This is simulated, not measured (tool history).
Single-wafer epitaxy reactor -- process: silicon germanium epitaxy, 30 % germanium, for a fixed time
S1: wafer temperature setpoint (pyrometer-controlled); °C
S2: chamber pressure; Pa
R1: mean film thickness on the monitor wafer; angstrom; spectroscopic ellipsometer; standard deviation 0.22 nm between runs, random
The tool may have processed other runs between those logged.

run    day   S1    S2      R1
  1  0.000  590  3066  505.32
  2  0.262  590  3413  524.14
  3  0.625  591  3413  532.26
  4  0.704  580  3413  429.41
  5  0.992  580  3666  440.39
  6  1.196  580  3240  422.56
  7  1.442  583  3253  448.33

Run 8, settings as shown, results not yet in. Your forecast:
  8  1.742  595  3306   ?

R1: 574.69 angstrom
